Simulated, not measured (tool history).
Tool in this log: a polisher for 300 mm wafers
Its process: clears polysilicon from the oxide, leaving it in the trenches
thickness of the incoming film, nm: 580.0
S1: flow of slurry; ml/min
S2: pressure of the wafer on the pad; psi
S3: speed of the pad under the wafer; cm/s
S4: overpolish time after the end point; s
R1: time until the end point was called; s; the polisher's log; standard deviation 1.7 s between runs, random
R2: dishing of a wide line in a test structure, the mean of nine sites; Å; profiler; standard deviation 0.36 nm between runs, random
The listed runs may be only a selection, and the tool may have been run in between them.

run    day   S1   S2  S3  S4      R1      R2
  1      0  295    3  78  20  46.732  437.09
  2  0.075  295  3.5  78  20  40.388  434.71
  3  0.267  285  3.4  74  19   44.35  430.95
  4  0.492  285  3.4  58  19  55.825  420.71
  5   0.55  285  3.4  40  19  78.876  414.75
  6  0.588  275  3.4  40  18  77.623  413.78
  7    0.9  265  3.4  40  17  77.866  409.07
  8  1.067  180  3.1  38   7   92.93  261.27
  9  1.421  195  3.1  38   7  95.018   266.3
 10  1.696  195  3.1  38   7  93.234   267.2
 11  1.983  210  3.1  38   7  92.443  264.93
 12  2.258  220  3.1  38   8  93.599  291.12
 13  2.588  230  3.1  38   8  92.441  289.15

Run 14 comes next. What will it give?
 14  2.658  175  3.3  40  18   ?   ?

For run 14 the tool returned R1 88.425 s, R2 403.4 Å.
